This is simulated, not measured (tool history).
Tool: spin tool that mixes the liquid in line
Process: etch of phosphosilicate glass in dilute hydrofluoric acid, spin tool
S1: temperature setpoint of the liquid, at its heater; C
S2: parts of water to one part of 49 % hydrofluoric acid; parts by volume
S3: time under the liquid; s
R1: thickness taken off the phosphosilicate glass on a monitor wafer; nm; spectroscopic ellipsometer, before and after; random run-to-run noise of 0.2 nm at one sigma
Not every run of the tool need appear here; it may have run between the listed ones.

{"run": 1, "day": 0.0, "S1": 20, "S2": 185, "S3": 65, "R1": 19.176}
{"run": 2, "day": 0.117, "S1": 17, "S2": 185, "S3": 65, "R1": 17.179}
{"run": 3, "day": 0.338, "S1": 18, "S2": 175, "S3": 65, "R1": 18.908}
{"run": 4, "day": 0.6, "S1": 19, "S2": 165, "S3": 65, "R1": 21.023}
{"run": 5, "day": 0.754, "S1": 19, "S2": 165, "S3": 65, "R1": 21.342}
{"run": 6, "day": 1.021, "S1": 20, "S2": 155, "S3": 65, "R1": 23.814}
{"run": 7, "day": 1.388, "S1": 21, "S2": 150, "S3": 65, "R1": 25.713}
{"day": 1.529, "done": "thermometer replaced"}
{"run": 8, "day": 1.529, "S1": 21.5, "S2": 145, "S3": 65, "R1": 25.567}

For run 9, what comes out?
{"run": 9, "day": 1.85, "S1": 22, "S2": 135, "S3": 65, "R1": "?"}

{"run 9": {"R1": 28.043}}
